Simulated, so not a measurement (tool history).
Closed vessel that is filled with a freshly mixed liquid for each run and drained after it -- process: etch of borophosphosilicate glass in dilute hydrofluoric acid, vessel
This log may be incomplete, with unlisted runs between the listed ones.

run	hour	temperature setpoint of the liquid (°C)	parts of water to one part of 49 % hydrofluoric acid (parts by volume)	time in the liquid (s)	thickness taken off the borophosphosilicate glass on a monitor wafer (Å)
1	0.0	23.0	175	430	972.47
2	6.7	24.0	175	430	991.24
3	9.0	25.0	175	430	1018.60
4	13.6	25.5	175	430	1043.60
5	16.7	26.0	175	430	1082.60
6	25.2	26.5	175	430	1105.60
7	32.5	27.0	175	430	1114.60
8	38.9	27.5	175	430	1141.90

Expected results for the next run?
9	45.3	28.0	175	430	?

Run 9 yielded thickness taken off the borophosphosilicate glass on a monitor wafer (Å) 1163.80.
